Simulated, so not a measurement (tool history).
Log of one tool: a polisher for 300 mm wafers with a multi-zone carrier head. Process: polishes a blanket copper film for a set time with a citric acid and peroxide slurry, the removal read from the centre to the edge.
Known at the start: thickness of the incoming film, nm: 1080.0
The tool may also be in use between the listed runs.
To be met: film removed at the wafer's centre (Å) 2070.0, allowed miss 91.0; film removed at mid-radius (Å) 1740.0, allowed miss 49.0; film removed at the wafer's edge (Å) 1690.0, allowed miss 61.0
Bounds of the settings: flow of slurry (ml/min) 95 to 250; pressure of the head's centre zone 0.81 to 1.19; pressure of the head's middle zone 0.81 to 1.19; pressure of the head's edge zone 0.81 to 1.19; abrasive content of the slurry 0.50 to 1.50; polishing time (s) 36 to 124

run  hour  flow of slurry (ml/min)  pressure of the head's centre zone  pressure of the head's middle zone  pressure of the head's edge zone  abrasive content of the slurry  polishing time (s)  film removed at the wafer's centre (Å)  film removed at mid-radius (Å)  film removed at the wafer's edge (Å)
  1   0.0                      160                                1.00                                1.00                              1.00                            1.00                  79                                  1286.6                          1278.2                                1245.6
  2   1.0                      160                                0.96                                1.00                              1.00                            1.00                  79                                  1201.2                          1267.7                                1271.3
  3   6.8                      165                                0.98                                1.00                              1.02                            1.05                  80                                  1293.7                          1315.9                                1311.8
  4   8.1                      165                                0.98                                1.00                              0.99                            1.05                  80                                  1272.7                          1306.3                                1262.1
  5  10.1                      135                                0.98                                1.00                              0.99                            1.05                  80                                  1200.6                          1253.5                                1232.4
  6  14.5                      145                                1.00                                1.01                              1.01                            1.10                  81                                  1298.7                          1311.7                                1287.1
  7  21.4                      155                                1.02                                1.02                              1.03                            1.15                  82                                  1388.4                          1380.1                                1361.8
  8  25.6                      165                                1.04                                1.03                              1.05                            1.15                  82                                  1436.4                          1387.0                                1384.9
  9  33.9                      175                                1.06                                1.04                              1.06                            1.20                  82                                  1454.6                          1431.2                                1403.8
 10  41.2                      180                                1.08                                1.03                              1.06                            1.25                  84                                  1556.2                          1474.9                                1436.4
 11  48.6                      185                                1.09                                1.03                              1.07                            1.30                  85                                  1623.4                          1520.5                                1512.5
 12  50.6                      190                                1.10                                1.03                              1.07                            1.35                  86                                  1645.3                          1512.4                                1533.8
 13  56.0                      195                                1.11                                1.03                              1.07                            1.35                  87                                  1705.8                          1553.2                                1559.6
 14  64.0                      195                                1.11                                1.03                              1.07                            1.35                  87                                  1749.0                          1558.7                                1549.8
 15  70.1                      200                                1.12                                1.04                              1.08                            1.35                  87                                  1746.3                          1588.8                                1552.1
 16  77.6                      205                                1.13                                1.04                              1.08                            1.35                  87                                  1753.2                          1569.0                                1547.1
 17  83.9                      205                                1.14                                1.04                              1.08                            1.35                  88                                  1778.6                          1606.9                                1584.7
 18  84.9                      205                                1.14                                1.04                              1.08                            1.35                  88                                  1790.1                          1610.7                                1536.3
 19  92.7                      210                                1.15                                1.04                              1.08                            1.35                  89                                  1775.5                          1649.2                                1598.2

Which of these 4 next moves meets every target?
  A  100.5                      230                                1.11                                1.12                              1.06                            1.20                  96                                       ?                               ?                                     ?
  B  100.5                      220                                1.19                                1.11                              1.01                            1.40                  88                                       ?                               ?                                     ?
  C  100.5                      215                                1.04                                0.92                              1.09                            0.55                 114                                       ?                               ?                                     ?
  D  100.5                      215                                1.17                                1.00                              0.97                            1.50                  96                                       ?                               ?                                     ?

move  film removed at the wafer's centre (Å)  film removed at mid-radius (Å)  film removed at the wafer's edge (Å)
   A                                  1895.7                          1864.3                                1671.5
   B                                  1892.7                          1729.4                                1528.8
   C                                  1873.9                          1664.5                                1795.7
   D                                  2047.3                          1741.8                                1653.9
A: nearer than the last run, and not there yet
B: nearer than the last run, and not there yet
C: nearer than the last run, and not there yet
D: meets every target
Answer: D
